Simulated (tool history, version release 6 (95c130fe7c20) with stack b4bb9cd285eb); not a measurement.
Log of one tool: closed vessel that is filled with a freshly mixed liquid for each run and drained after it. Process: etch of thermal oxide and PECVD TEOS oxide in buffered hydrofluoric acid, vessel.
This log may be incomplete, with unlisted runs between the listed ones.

run    day  temperature setpoint of the liquid (K)  parts of 40 % ammonium fluoride to one part of 49 % hydrofluoric acid (parts by volume)  time in the liquid (s)  thickness taken off the thermal oxide on a monitor wafer (nm)  thickness taken off the PECVD TEOS oxide on a monitor wafer (nm)
  1  0.000                                  295.15                                                                                      9.0                      60                                                         68.902                                                            105.15
  2  0.212                                  297.65                                                                                      8.0                      65                                                         97.430                                                            148.15
  3  0.283                                  295.65                                                                                      8.0                      65                                                         88.026                                                            133.50
  4  0.342                                  295.65                                                                                      5.5                      65                                                        124.870                                                            190.44
  5  0.604                                  295.65                                                                                      5.5                      85                                                        163.200                                                            247.68
  6  0.850                                  296.15                                                                                      5.5                      85                                                        166.690                                                            254.63
  7  1.175                                  296.65                                                                                      5.5                      85                                                        173.430                                                            261.28

Run 8 is up next; what results do you expect?
  8  1.296                                  297.15                                                                                      5.5                      85                                                              ?                                                                 ?

Run 8 came out at thickness taken off the thermal oxide on a monitor wafer (nm) 176.640, thickness taken off the PECVD TEOS oxide on a monitor wafer (nm) 269.19.
